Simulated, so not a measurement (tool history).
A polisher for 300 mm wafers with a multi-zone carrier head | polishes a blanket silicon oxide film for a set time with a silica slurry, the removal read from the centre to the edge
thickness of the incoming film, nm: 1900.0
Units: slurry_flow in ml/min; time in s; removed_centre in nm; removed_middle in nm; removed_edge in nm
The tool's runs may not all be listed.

run    day  slurry_flow  centre_zone  middle_zone  edge_zone  slurry_solids  time  removed_centre  removed_middle  removed_edge
  1  0.000          165         1.00         1.00       1.00           1.00    44          142.25          135.16        138.76
  2  0.300          130         1.00         1.00       1.00           1.00    44          132.92          128.57        139.29
  3  0.650          130         0.97         1.00       1.00           1.00    44          128.90          130.57        135.87
  4  0.708          130         0.97         0.92       1.00           1.00    44          128.70          119.69        138.70
  5  1.017          120         0.97         0.97       1.04           1.15    46          141.21          139.37        155.69
  6  1.046          120         0.97         0.99       1.07           1.25    47          148.97          148.87        165.31
     1.304  -- edge zone pressure recalibrated
  7  1.304          125         0.96         1.01       1.10           1.30    49          160.03          160.72        175.31
  8  1.404          125         0.94         1.02       1.11           1.35    51          165.34          175.41        188.42

Run 9 comes next. What will it give?
  9  1.679          135         0.93         1.02       1.13           1.40    51               ?               ?             ?

Run 9 gave removed_centre 168.34 nm, removed_middle 178.30 nm, removed_edge 199.97 nm.
